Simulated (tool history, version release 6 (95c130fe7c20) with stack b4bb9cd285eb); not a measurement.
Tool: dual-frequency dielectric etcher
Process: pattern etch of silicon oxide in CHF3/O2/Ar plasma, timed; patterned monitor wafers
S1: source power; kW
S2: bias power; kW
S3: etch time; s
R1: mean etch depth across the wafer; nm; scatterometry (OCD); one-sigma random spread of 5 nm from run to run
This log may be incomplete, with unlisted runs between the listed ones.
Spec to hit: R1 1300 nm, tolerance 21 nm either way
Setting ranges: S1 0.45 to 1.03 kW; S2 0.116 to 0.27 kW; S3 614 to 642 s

Run 1, hour 0: S1 0.74 kW, S2 0.193 kW, S3 614 s. Result: R1 1432 nm.
Run 2, hour 3.4: S1 0.74 kW, S2 0.208 kW, S3 614 s. Result: R1 1465.9 nm.
Run 3, hour 7.8: S1 0.74 kW, S2 0.208 kW, S3 614 s. Result: R1 1473.3 nm.
Run 4, hour 14.9: S1 0.69 kW, S2 0.206 kW, S3 614 s. Result: R1 1432.5 nm.
Run 5, hour 22.3: S1 0.69 kW, S2 0.172 kW, S3 614 s. Result: R1 1357.6 nm.
Run 6, hour 30.3: S1 0.81 kW, S2 0.172 kW, S3 614 s. Result: R1 1434.1 nm.
Run 7, hour 31.8: S1 0.76 kW, S2 0.17 kW, S3 614 s. Result: R1 1404.6 nm.
Run 8, hour 37: S1 0.72 kW, S2 0.168 kW, S3 614 s. Result: R1 1366.6 nm.
Run 9, hour 39.4: S1 0.7 kW, S2 0.167 kW, S3 614 s. Result: R1 1353.8 nm.
Run 10, hour 41.1: S1 0.68 kW, S2 0.166 kW, S3 614 s. Result: R1 1333.2 nm.
Run 11, hour 43: S1 0.67 kW, S2 0.166 kW, S3 614 s. Result: R1 1325.1 nm.
Run 12, hour 50.2: S1 0.66 kW, S2 0.166 kW, S3 614 s. Result: R1 1324.9 nm.

Below are 4 possible settings for the next run. Only one of them brings all results inside the allowed miss of their targets. Which is it?
Run A, hour 57.4: S1 0.64 kW, S2 0.153 kW, S3 642 s. Result: R1 ?.
Run B, hour 57.4: S1 0.74 kW, S2 0.133 kW, S3 622 s. Result: R1 ?.
Run C, hour 57.4: S1 0.68 kW, S2 0.161 kW, S3 623 s. Result: R1 ?.
Run D, hour 57.4: S1 0.69 kW, S2 0.167 kW, S3 614 s. Result: R1 ?.

move      R1
   A  1339.9
   B  1311.3
   C  1347.7
   D  1349.6
A: moves away from the targets compared with the last run
B: hits every target within its allowed miss
C: moves away from the targets compared with the last run
D: moves away from the targets compared with the last run
The right move is B.
